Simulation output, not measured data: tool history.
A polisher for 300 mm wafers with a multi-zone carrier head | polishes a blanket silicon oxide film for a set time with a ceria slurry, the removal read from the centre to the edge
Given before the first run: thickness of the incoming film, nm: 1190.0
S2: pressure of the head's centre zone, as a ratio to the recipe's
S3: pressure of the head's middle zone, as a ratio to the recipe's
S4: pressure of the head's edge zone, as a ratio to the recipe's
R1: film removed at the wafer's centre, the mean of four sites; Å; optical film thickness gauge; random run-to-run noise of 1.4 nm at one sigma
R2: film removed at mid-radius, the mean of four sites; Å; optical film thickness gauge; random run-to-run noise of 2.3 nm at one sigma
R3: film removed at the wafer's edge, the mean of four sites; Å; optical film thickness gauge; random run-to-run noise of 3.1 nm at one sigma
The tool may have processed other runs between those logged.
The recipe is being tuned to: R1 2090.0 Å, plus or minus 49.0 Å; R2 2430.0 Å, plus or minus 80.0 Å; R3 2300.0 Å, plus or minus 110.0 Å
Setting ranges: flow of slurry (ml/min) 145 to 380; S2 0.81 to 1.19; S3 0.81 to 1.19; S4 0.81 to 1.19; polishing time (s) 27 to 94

run 1 hour=0.0 | flow_of_slurry_(ml/min)=245 S2=1.00 S3=1.00 S4=1.00 polishing_time_(s)=60 | R1=1756.1 R2=1709.1 R3=1705.7
run 2 hour=6.3 | flow_of_slurry_(ml/min)=245 S2=1.00 S3=1.00 S4=1.03 polishing_time_(s)=60 | R1=1765.3 R2=1740.7 R3=1745.6
run 3 hour=8.0 | flow_of_slurry_(ml/min)=290 S2=1.00 S3=1.00 S4=1.03 polishing_time_(s)=60 | R1=1787.6 R2=1732.2 R3=1778.2
run 4 hour=15.3 | flow_of_slurry_(ml/min)=290 S2=1.00 S3=1.03 S4=1.05 polishing_time_(s)=62 | R1=1842.4 R2=1866.7 R3=1852.4
run 5 hour=18.2 | flow_of_slurry_(ml/min)=295 S2=1.00 S3=1.05 S4=1.08 polishing_time_(s)=63 | R1=1887.6 R2=1929.4 R3=1871.5
run 6 hour=24.3 | flow_of_slurry_(ml/min)=300 S2=0.99 S3=1.06 S4=1.10 polishing_time_(s)=65 | R1=1903.0 R2=2013.5 R3=1963.8
run 7 hour=25.9 | flow_of_slurry_(ml/min)=305 S2=0.99 S3=1.07 S4=1.11 polishing_time_(s)=66 | R1=1941.4 R2=2054.7 R3=1978.9
run 8 hour=33.6 | flow_of_slurry_(ml/min)=310 S2=0.98 S3=1.08 S4=1.12 polishing_time_(s)=67 | R1=1954.2 R2=2083.7 R3=2039.7
run 9 hour=35.3 | flow_of_slurry_(ml/min)=315 S2=0.97 S3=1.09 S4=1.13 polishing_time_(s)=68 | R1=1964.6 R2=2182.6 R3=2072.9
run 10 hour=44.3 | flow_of_slurry_(ml/min)=320 S2=0.97 S3=1.09 S4=1.14 polishing_time_(s)=69 | R1=2025.0 R2=2196.3 R3=2151.2

Which of these 4 next moves meets every target?
run A hour=53.3 | flow_of_slurry_(ml/min)=265 S2=0.91 S3=1.16 S4=0.98 polishing_time_(s)=81 | R1=? R2=? R3=?
run B hour=53.3 | flow_of_slurry_(ml/min)=380 S2=0.92 S3=0.97 S4=0.97 polishing_time_(s)=79 | R1=? R2=? R3=?
run C hour=53.3 | flow_of_slurry_(ml/min)=330 S2=0.87 S3=1.13 S4=1.17 polishing_time_(s)=73 | R1=? R2=? R3=?
run D hour=53.3 | flow_of_slurry_(ml/min)=305 S2=0.93 S3=1.13 S4=1.14 polishing_time_(s)=74 | R1=? R2=? R3=?

move=A R1=2196.7 R2=2687.8 R3=2309.9
move=B R1=2244.3 R2=2329.8 R3=2308.6
move=C R1=1949.0 R2=2422.1 R3=2295.5
move=D R1=2080.3 R2=2436.4 R3=2285.6
A: the result that was furthest off in the last run now lies on the other side of its target
B: moves away from the targets compared with the last run
C: the worst result of the last run now meets its target, but another is out of spec
D: each result inside its tolerance
The right move is D.
